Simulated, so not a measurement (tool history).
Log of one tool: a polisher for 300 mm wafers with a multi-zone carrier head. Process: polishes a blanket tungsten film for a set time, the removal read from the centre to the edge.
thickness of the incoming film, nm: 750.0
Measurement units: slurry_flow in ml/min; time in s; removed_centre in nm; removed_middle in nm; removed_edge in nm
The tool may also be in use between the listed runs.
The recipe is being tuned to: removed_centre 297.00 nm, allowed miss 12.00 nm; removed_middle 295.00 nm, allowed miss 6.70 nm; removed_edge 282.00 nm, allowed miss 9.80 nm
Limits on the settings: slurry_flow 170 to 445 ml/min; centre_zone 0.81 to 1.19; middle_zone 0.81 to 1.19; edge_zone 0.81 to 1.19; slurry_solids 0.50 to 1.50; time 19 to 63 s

| run | hour | slurry_flow | centre_zone | middle_zone | edge_zone | slurry_solids | time | removed_centre | removed_middle | removed_edge |
|---|---|---|---|---|---|---|---|---|---|---|
| 1 | 0.0 | 285 | 1.00 | 1.00 | 1.00 | 1.00 | 41 | 206.67 | 212.45 | 210.33 |
| 2 | 4.3 | 285 | 1.00 | 0.95 | 1.00 | 1.00 | 41 | 206.87 | 204.76 | 217.32 |
| 3 | 7.9 | 355 | 1.00 | 0.95 | 1.00 | 1.00 | 41 | 209.76 | 208.06 | 220.36 |
| 4 | 8.6 | 355 | 1.00 | 0.95 | 1.00 | 1.15 | 41 | 215.42 | 211.08 | 219.25 |
| 5 | 16.1 | 355 | 1.00 | 0.95 | 1.00 | 0.95 | 41 | 211.49 | 204.29 | 218.38 |
| 6 | 23.6 | 360 | 1.02 | 0.97 | 1.03 | 1.05 | 43 | 229.91 | 221.02 | 231.18 |
| 7 | 27.3 | 360 | 1.06 | 1.06 | 1.08 | 1.30 | 51 | 299.02 | 294.53 | 295.15 |
| 8 | 32.1 | 360 | 1.06 | 1.06 | 1.07 | 1.30 | 51 | 293.27 | 295.42 | 295.09 |

Consider the 5 candidate settings below. Which is the only one whose results all fall within their allowed miss of target?
| A | 36.9 | 390 | 1.03 | 1.00 | 1.16 | 1.40 | 52 | ? | ? | ? |
| B | 36.9 | 375 | 1.07 | 1.15 | 0.99 | 1.40 | 47 | ? | ? | ? |
| C | 36.9 | 320 | 1.10 | 1.09 | 1.03 | 1.35 | 50 | ? | ? | ? |
| D | 36.9 | 435 | 0.99 | 1.08 | 1.02 | 1.40 | 49 | ? | ? | ? |
| E | 36.9 | 435 | 1.04 | 1.03 | 1.05 | 1.50 | 47 | ? | ? | ? |

| move | removed_centre | removed_middle | removed_edge |
|---|---|---|---|
| A | 295.75 | 291.07 | 323.52 |
| B | 277.25 | 295.63 | 269.07 |
| C | 297.45 | 294.98 | 287.62 |
| D | 269.99 | 294.98 | 287.00 |
| E | 275.50 | 275.11 | 282.95 |
A: moves away from the targets compared with the last run
B: moves the result that the last run missed by most past its target, out the other side
C: each result inside its tolerance
D: gets the furthest-off result to its target, but another result is out of tolerance
E: gets the furthest-off result to its target, but another result is out of tolerance
C is the move that brings every result within its allowed miss.

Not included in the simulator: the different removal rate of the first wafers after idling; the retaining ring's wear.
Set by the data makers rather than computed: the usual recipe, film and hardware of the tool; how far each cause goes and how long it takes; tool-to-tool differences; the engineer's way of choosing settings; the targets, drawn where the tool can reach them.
